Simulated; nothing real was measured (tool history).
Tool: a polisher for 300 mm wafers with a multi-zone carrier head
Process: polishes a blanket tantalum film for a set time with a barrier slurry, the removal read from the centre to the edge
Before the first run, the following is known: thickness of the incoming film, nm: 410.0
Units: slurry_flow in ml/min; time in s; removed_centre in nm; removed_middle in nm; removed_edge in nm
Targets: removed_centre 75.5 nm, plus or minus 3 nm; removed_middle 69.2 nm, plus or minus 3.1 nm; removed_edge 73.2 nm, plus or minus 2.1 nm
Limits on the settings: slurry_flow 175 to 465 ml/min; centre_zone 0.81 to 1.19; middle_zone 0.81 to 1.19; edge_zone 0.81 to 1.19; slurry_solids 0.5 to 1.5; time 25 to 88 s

{"run": 1, "hour": 0.0, "slurry_flow": 295, "centre_zone": 1, "middle_zone": 1, "edge_zone": 1, "slurry_solids": 1, "time": 56, "removed_centre": 85.504, "removed_middle": 84.386, "removed_edge": 82.913}
{"run": 2, "hour": 7.3, "slurry_flow": 290, "centre_zone": 0.99, "middle_zone": 0.96, "edge_zone": 0.97, "slurry_solids": 0.95, "time": 56, "removed_centre": 84.319, "removed_middle": 77.409, "removed_edge": 79.646}
{"run": 3, "hour": 15.6, "slurry_flow": 285, "centre_zone": 0.97, "middle_zone": 0.95, "edge_zone": 0.95, "slurry_solids": 0.9, "time": 56, "removed_centre": 79.57, "removed_middle": 75.582, "removed_edge": 77.763}
{"run": 4, "hour": 22.4, "slurry_flow": 285, "centre_zone": 0.97, "middle_zone": 0.95, "edge_zone": 0.99, "slurry_solids": 0.9, "time": 56, "removed_centre": 79.719, "removed_middle": 73.782, "removed_edge": 79.105}
{"run": 5, "hour": 29.5, "slurry_flow": 285, "centre_zone": 0.97, "middle_zone": 1.03, "edge_zone": 0.99, "slurry_solids": 0.9, "time": 56, "removed_centre": 80.643, "removed_middle": 80.316, "removed_edge": 78.444}
{"run": 6, "hour": 35.1, "slurry_flow": 285, "centre_zone": 0.97, "middle_zone": 1.03, "edge_zone": 0.92, "slurry_solids": 0.9, "time": 56, "removed_centre": 80.442, "removed_middle": 81.858, "removed_edge": 76.359}
{"run": 7, "hour": 42.7, "slurry_flow": 275, "centre_zone": 0.96, "middle_zone": 1, "edge_zone": 0.91, "slurry_solids": 0.85, "time": 56, "removed_centre": 77.026, "removed_middle": 76.713, "removed_edge": 74.905}
{"run": 8, "hour": 51.0, "slurry_flow": 265, "centre_zone": 0.96, "middle_zone": 0.98, "edge_zone": 0.9, "slurry_solids": 0.85, "time": 56, "removed_centre": 76.806, "removed_middle": 74.635, "removed_edge": 74.682}
{"run": 9, "hour": 52.5, "slurry_flow": 265, "centre_zone": 0.96, "middle_zone": 0.98, "edge_zone": 0.9, "slurry_solids": 0.85, "time": 56, "removed_centre": 78.669, "removed_middle": 76.351, "removed_edge": 73.8}

Exactly one of the 5 candidate moves below puts every result within its allowed miss. Which one?
{"run": "A", "hour": 54.0, "slurry_flow": 235, "centre_zone": 1.03, "middle_zone": 1.05, "edge_zone": 0.86, "slurry_solids": 1.1, "time": 51, "removed_centre": "?", "removed_middle": "?", "removed_edge": "?"}
{"run": "B", "hour": 54.0, "slurry_flow": 235, "centre_zone": 0.98, "middle_zone": 1.11, "edge_zone": 0.81, "slurry_solids": 1, "time": 57, "removed_centre": "?", "removed_middle": "?", "removed_edge": "?"}
{"run": "C", "hour": 54.0, "slurry_flow": 260, "centre_zone": 0.98, "middle_zone": 1.06, "edge_zone": 0.85, "slurry_solids": 0.9, "time": 57, "removed_centre": "?", "removed_middle": "?", "removed_edge": "?"}
{"run": "D", "hour": 54.0, "slurry_flow": 320, "centre_zone": 1, "middle_zone": 0.95, "edge_zone": 1.01, "slurry_solids": 0.9, "time": 51, "removed_centre": "?", "removed_middle": "?", "removed_edge": "?"}
{"run": "E", "hour": 54.0, "slurry_flow": 340, "centre_zone": 0.94, "middle_zone": 1, "edge_zone": 0.97, "slurry_solids": 0.8, "time": 57, "removed_centre": "?", "removed_middle": "?", "removed_edge": "?"}

move=A removed_centre=81.391 removed_middle=79.111 removed_edge=70.715
move=B removed_centre=84.094 removed_middle=90.11 removed_edge=74.761
move=C removed_centre=81.738 removed_middle=84.172 removed_edge=74.113
move=D removed_centre=75.605 removed_middle=69.486 removed_edge=72.52
move=E removed_centre=76.368 removed_middle=77.97 removed_edge=76.329
A: lands further from the targets than the last run did
B: lands further from the targets than the last run did
C: lands further from the targets than the last run did
D: meets every target
E: lands further from the targets than the last run did
D meets every target.
